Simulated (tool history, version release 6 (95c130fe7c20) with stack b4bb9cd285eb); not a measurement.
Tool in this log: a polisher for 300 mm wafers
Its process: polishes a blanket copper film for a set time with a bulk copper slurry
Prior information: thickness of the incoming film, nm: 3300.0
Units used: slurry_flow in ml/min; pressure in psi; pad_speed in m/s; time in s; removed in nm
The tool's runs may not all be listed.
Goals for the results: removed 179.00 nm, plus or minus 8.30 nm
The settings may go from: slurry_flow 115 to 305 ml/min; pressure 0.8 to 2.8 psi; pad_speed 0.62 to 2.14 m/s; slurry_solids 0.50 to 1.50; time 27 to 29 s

| run | hour | slurry_flow | pressure | pad_speed | slurry_solids | time | removed |
|---|---|---|---|---|---|---|---|
| 1 | 0.0 | 195 | 1.8 | 1.38 | 1.00 | 29 | 274.77 |
| 2 | 7.2 | 195 | 1.8 | 1.38 | 0.90 | 29 | 270.57 |
| 3 | 9.2 | 195 | 1.6 | 1.36 | 0.90 | 29 | 237.89 |
| 4 | 16.6 | 195 | 1.5 | 1.36 | 0.90 | 29 | 226.67 |
| 5 | 21.0 | 195 | 1.4 | 1.36 | 0.90 | 29 | 211.72 |
| 6 | 25.4 | 195 | 1.0 | 1.36 | 0.90 | 29 | 160.69 |
| 7 | 26.4 | 200 | 1.2 | 1.36 | 0.90 | 29 | 188.82 |
| 8 | 28.9 | 195 | 1.2 | 1.36 | 0.90 | 29 | 188.22 |

Next run, 4 choices. One meets every target within its allowed miss, the rest don't. Which?
| A | 31.4 | 230 | 1.0 | 1.32 | 1.00 | 28 | ? |
| B | 31.4 | 200 | 1.2 | 1.48 | 0.70 | 27 | ? |
| C | 31.4 | 205 | 1.2 | 1.20 | 0.90 | 27 | ? |
| D | 31.4 | 205 | 1.0 | 1.28 | 0.95 | 29 | ? |

| move | removed |
|---|---|
| A | 159.39 |
| B | 182.79 |
| C | 156.58 |
| D | 156.32 |
A: carries the result that was furthest off beyond its target, to the other side
B: every result within its allowed miss
C: carries the result that was furthest off beyond its target, to the other side
D: carries the result that was furthest off beyond its target, to the other side
Go with B: it meets all targets.
